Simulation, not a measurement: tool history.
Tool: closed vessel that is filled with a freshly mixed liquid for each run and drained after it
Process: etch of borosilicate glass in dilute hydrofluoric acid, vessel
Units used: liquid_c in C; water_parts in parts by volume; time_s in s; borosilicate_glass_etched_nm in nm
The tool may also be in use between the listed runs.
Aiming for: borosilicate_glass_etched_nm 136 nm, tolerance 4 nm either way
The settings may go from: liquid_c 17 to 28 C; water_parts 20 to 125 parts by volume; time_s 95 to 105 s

{"run": 1, "hour": 0.0, "liquid_c": 20, "water_parts": 70, "time_s": 95, "borosilicate_glass_etched_nm": 63.12}
{"run": 2, "hour": 7.2, "liquid_c": 20, "water_parts": 50, "time_s": 95, "borosilicate_glass_etched_nm": 89.971}
{"run": 3, "hour": 14.6, "liquid_c": 18.5, "water_parts": 50, "time_s": 95, "borosilicate_glass_etched_nm": 84.134}
{"run": 4, "hour": 15.3, "liquid_c": 18.5, "water_parts": 70, "time_s": 95, "borosilicate_glass_etched_nm": 58.633}
{"run": 5, "hour": 17.9, "liquid_c": 18.5, "water_parts": 90, "time_s": 95, "borosilicate_glass_etched_nm": 44.068}
{"run": 6, "hour": 26.0, "liquid_c": 18.5, "water_parts": 75, "time_s": 95, "borosilicate_glass_etched_nm": 54.322}
{"run": 7, "hour": 26.7, "liquid_c": 20, "water_parts": 70, "time_s": 95, "borosilicate_glass_etched_nm": 62.047}
{"run": 8, "hour": 28.6, "liquid_c": 21, "water_parts": 65, "time_s": 95, "borosilicate_glass_etched_nm": 70.633}
{"run": 9, "hour": 31.2, "liquid_c": 22, "water_parts": 60, "time_s": 95, "borosilicate_glass_etched_nm": 79.886}
{"run": 10, "hour": 32.3, "liquid_c": 23, "water_parts": 55, "time_s": 95, "borosilicate_glass_etched_nm": 91.17}
{"run": 11, "hour": 37.6, "liquid_c": 23.5, "water_parts": 55, "time_s": 95, "borosilicate_glass_etched_nm": 93.792}
{"run": 12, "hour": 46.0, "liquid_c": 24, "water_parts": 55, "time_s": 95, "borosilicate_glass_etched_nm": 95.733}
{"run": 13, "hour": 54.3, "liquid_c": 24.5, "water_parts": 55, "time_s": 95, "borosilicate_glass_etched_nm": 97.587}
{"run": 14, "hour": 58.2, "liquid_c": 25, "water_parts": 55, "time_s": 95, "borosilicate_glass_etched_nm": 99.695}
{"run": 15, "hour": 59.8, "liquid_c": 25.5, "water_parts": 55, "time_s": 95, "borosilicate_glass_etched_nm": 102.17}
{"run": 16, "hour": 63.9, "liquid_c": 26, "water_parts": 55, "time_s": 95, "borosilicate_glass_etched_nm": 103.27}
{"run": 17, "hour": 69.0, "liquid_c": 28, "water_parts": 40, "time_s": 95, "borosilicate_glass_etched_nm": 157.65}
{"run": 18, "hour": 75.0, "liquid_c": 27.5, "water_parts": 40, "time_s": 95, "borosilicate_glass_etched_nm": 153.98}
{"run": 19, "hour": 78.3, "liquid_c": 27, "water_parts": 40, "time_s": 95, "borosilicate_glass_etched_nm": 151.04}
{"run": 20, "hour": 81.1, "liquid_c": 26.5, "water_parts": 40, "time_s": 95, "borosilicate_glass_etched_nm": 148.88}
{"run": 21, "hour": 84.2, "liquid_c": 26, "water_parts": 40, "time_s": 95, "borosilicate_glass_etched_nm": 145.96}
{"run": 22, "hour": 93.1, "liquid_c": 25.5, "water_parts": 40, "time_s": 95, "borosilicate_glass_etched_nm": 141.56}

Pick the move, out of 5, that brings all results within their allowed miss; only one does.
{"run": "A", "hour": 102.0, "liquid_c": 25, "water_parts": 45, "time_s": 105, "borosilicate_glass_etched_nm": "?"}
{"run": "B", "hour": 102.0, "liquid_c": 26.5, "water_parts": 45, "time_s": 105, "borosilicate_glass_etched_nm": "?"}
{"run": "C", "hour": 102.0, "liquid_c": 26, "water_parts": 40, "time_s": 95, "borosilicate_glass_etched_nm": "?"}
{"run": "D", "hour": 102.0, "liquid_c": 27, "water_parts": 40, "time_s": 95, "borosilicate_glass_etched_nm": "?"}
{"run": "E", "hour": 102.0, "liquid_c": 27, "water_parts": 45, "time_s": 105, "borosilicate_glass_etched_nm": "?"}

move=A borosilicate_glass_etched_nm=135.39
move=B borosilicate_glass_etched_nm=143.92
move=C borosilicate_glass_etched_nm=144.56
move=D borosilicate_glass_etched_nm=150.57
move=E borosilicate_glass_etched_nm=146.86
A: in spec on every target
B: lands further from the targets than the last run did
C: lands further from the targets than the last run did
D: lands further from the targets than the last run did
E: lands further from the targets than the last run did
Move A is the one to make.

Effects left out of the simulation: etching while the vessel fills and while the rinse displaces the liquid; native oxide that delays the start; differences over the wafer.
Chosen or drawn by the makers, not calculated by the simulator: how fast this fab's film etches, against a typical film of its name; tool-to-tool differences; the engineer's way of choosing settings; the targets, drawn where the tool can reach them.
